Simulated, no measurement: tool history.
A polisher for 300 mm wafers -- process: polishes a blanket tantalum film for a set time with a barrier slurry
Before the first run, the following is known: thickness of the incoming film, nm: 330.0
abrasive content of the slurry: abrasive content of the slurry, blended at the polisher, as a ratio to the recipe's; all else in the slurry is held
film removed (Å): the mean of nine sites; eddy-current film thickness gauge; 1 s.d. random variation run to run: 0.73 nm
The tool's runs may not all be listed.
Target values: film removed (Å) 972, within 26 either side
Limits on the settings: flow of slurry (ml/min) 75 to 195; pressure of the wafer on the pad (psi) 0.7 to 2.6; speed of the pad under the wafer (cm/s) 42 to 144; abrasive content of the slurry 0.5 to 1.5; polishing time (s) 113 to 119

run  hour  flow of slurry (ml/min)  pressure of the wafer on the pad (psi)  speed of the pad under the wafer (cm/s)  abrasive content of the slurry  polishing time (s)  film removed (Å)
  1     0                      125                                     1.6                                       92                               1                 113            1222.3
  2   3.2                      155                                     1.6                                       92                               1                 113            1254.1
  3   4.8                      155                                     1.6                                       92                               1                 113            1246.3
  4   7.8                      135                                     1.6                                       92                               1                 113            1222.8
  5  10.2                      135                                       2                                       92                               1                 113              1529
  6  11.3                      130                                     1.8                                       92                               1                 113            1385.4
  7  16.4                      130                                     1.6                                       92                               1                 113            1217.8
  8  19.3                      125                                     1.5                                       92                               1                 113            1139.1
  9  25.3                      120                                     1.4                                       92                               1                 113            1048.3
 10  26.7                      115                                     1.4                                       92                               1                 113            1056.7
 11    30                      110                                     1.4                                       92                               1                 113            1048.1
 12  37.4                      105                                     1.4                                       92                               1                 113            1037.7
 13  45.2                      100                                     1.4                                       92                               1                 113            1027.9
 14  46.2                       95                                     1.4                                       92                               1                 113            1023.5
 15    52                       90                                     1.4                                       92                               1                 113            1002.2

Pick the move, out of 4, that brings all results within their allowed miss; only one does.
  A  57.8                       85                                     1.4                                       98                            1.05                 113                 ?
  B  57.8                       95                                     1.4                                       88                            0.95                 115                 ?
  C  57.8                       75                                     2.2                                       68                             0.8                 113                 ?
  D  57.8                      105                                     1.4                                       92                               1                 113                 ?

move  film removed (Å)
   A            1082.8
   B            992.29
   C            1087.3
   D            1047.5
A: lands further from the targets than the last run did
B: hits every target within its allowed miss
C: lands further from the targets than the last run did
D: lands further from the targets than the last run did
Go with B: it meets all targets.

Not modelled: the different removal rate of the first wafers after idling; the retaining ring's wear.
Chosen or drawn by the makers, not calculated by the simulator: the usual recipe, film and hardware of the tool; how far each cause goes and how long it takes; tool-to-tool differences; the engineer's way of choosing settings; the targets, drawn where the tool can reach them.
